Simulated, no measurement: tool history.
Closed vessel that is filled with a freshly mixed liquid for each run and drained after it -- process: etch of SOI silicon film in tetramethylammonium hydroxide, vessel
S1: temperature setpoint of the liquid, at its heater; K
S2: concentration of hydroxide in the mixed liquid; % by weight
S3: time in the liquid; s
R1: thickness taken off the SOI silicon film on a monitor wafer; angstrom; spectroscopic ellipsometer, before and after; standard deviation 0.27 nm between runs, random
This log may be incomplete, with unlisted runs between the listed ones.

run,hour,S1,S2,S3,R1
1,0.0,333.15,9.0,30,1145.80
2,8.3,333.15,10.0,30,1098.60
3,9.6,333.15,8.5,30,1167.80
4,15.7,333.15,10.0,30,1097.50
5,17.5,331.65,10.0,30,995.00
6,19.1,329.65,10.0,30,876.35
7,26.5,329.15,10.0,30,854.79
8,31.4,328.65,10.0,30,828.44

What does the tool deliver on the next run?
9,40.4,328.15,10.0,30,?

{"run 9": {"R1": 803.13}}
